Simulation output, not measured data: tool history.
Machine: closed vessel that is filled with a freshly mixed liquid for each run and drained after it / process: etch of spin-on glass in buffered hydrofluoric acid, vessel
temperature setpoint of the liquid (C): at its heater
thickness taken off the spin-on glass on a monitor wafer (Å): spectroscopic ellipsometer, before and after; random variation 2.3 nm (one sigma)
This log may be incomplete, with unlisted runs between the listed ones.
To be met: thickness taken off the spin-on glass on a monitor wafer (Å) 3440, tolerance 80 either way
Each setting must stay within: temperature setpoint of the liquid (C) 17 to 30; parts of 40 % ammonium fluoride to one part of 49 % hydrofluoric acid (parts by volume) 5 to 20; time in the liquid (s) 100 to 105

run,hour,temperature setpoint of the liquid (C),parts of 40 % ammonium fluoride to one part of 49 % hydrofluoric acid (parts by volume),time in the liquid (s),thickness taken off the spin-on glass on a monitor wafer (Å)
1,0,22,12,100,2489.5
2,3.6,22,14.5,100,2043.8
3,8.1,23.5,14.5,100,2232.8
4,11.2,25,14.5,100,2419.9
5,13.5,25,17,100,2094.6
6,20.8,26,16.5,100,2272.1
7,28.7,27,16,100,2448.3
8,30.8,30,13,100,3532.3

Pick the move, out of 4, that brings all results within their allowed miss; only one does.
A,32.9,29.5,13,100,?
B,32.9,29.5,13,105,?
C,32.9,29.5,14,100,?
D,32.9,30,13,105,?

move,thickness taken off the spin-on glass on a monitor wafer (Å)
A,3479
B,3652.9
C,3235.6
D,3750.3
A: hits every target within its allowed miss
B: moves away from the targets compared with the last run
C: pushes the last run's worst result past its target
D: moves away from the targets compared with the last run
Answer: A
